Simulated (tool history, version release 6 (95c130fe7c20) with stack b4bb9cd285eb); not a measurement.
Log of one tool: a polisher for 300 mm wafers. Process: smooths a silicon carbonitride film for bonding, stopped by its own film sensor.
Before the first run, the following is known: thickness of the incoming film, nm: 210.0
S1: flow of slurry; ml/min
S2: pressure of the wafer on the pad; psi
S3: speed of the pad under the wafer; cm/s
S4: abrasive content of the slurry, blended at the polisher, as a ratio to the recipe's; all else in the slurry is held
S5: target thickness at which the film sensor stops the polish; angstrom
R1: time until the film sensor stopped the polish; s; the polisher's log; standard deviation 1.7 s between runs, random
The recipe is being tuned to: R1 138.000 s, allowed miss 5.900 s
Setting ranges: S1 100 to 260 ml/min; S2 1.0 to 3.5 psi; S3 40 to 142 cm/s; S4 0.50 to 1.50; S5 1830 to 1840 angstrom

run,hour,S1,S2,S3,S4,S5,R1
1,0.0,165,2.2,90,1.00,1840,88.572
2,8.4,165,2.0,90,1.00,1840,97.179
3,15.5,165,2.0,80,1.00,1840,107.280
4,18.1,165,2.0,80,0.90,1840,109.130
5,20.3,165,1.9,80,0.90,1840,117.040
6,21.1,165,1.9,80,0.90,1840,119.680
7,26.4,165,1.8,80,0.90,1840,121.800
8,32.7,160,1.5,78,0.90,1840,148.610
9,41.0,160,1.5,78,0.90,1840,148.860
10,43.2,165,1.5,78,0.90,1840,148.340

5 next moves are on the table. One of them brings every result within its allowed miss. Which?
A,45.4,175,1.7,66,1.00,1840,?
B,45.4,130,2.6,74,0.55,1840,?
C,45.4,170,1.4,78,1.00,1830,?
D,45.4,155,1.4,92,0.80,1840,?
E,45.4,155,1.9,74,0.90,1840,?

move,R1
A,141.050
B,126.340
C,157.110
D,152.210
E,125.150
A: all results land within tolerance of their targets
B: the result that was furthest off in the last run now lies on the other side of its target
C: moves away from the targets compared with the last run
D: moves away from the targets compared with the last run
E: the result that was furthest off in the last run now lies on the other side of its target
Correct choice: A, which meets every target
